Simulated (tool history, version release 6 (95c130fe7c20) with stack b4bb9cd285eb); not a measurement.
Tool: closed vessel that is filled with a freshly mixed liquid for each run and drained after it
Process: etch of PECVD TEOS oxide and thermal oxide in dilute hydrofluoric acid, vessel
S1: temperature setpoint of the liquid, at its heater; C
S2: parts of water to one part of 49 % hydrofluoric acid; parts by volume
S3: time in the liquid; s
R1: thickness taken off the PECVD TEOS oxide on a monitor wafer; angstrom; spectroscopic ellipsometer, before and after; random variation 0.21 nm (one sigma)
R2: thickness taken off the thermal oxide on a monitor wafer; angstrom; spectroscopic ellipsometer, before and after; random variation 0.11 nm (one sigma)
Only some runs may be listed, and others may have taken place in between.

| run | hour | S1 | S2 | S3 | R1 | R2 |
|---|---|---|---|---|---|---|
| 1 | 0 | 26 | 255 | 785 | 242.71 | 111.29 |
| 2 | 7.3 | 28 | 255 | 785 | 261.39 | 117.94 |
| 3 | 12.3 | 28 | 255 | 915 | 303.9 | 140.02 |
| 4 | 18.4 | 29.5 | 255 | 915 | 320.76 | 147.16 |
| 5 | 26.2 | 30.5 | 255 | 915 | 331.76 | 149.27 |
| 6 | 29.1 | 30.5 | 290 | 915 | 281.37 | 126.45 |
| 7 | 35.8 | 31.5 | 280 | 915 | 302.48 | 137.01 |
| 8 | 38.3 | 31.5 | 280 | 915 | 303.2 | 136.71 |
| 9 | 43.6 | 32 | 275 | 915 | 315.17 | 141.28 |

Run 10, settings as shown, results not yet in. Your forecast:
| 10 | 50.6 | 32.5 | 270 | 915 | ? | ? |

R1: 322.57 angstrom
R2: 148.92 angstrom
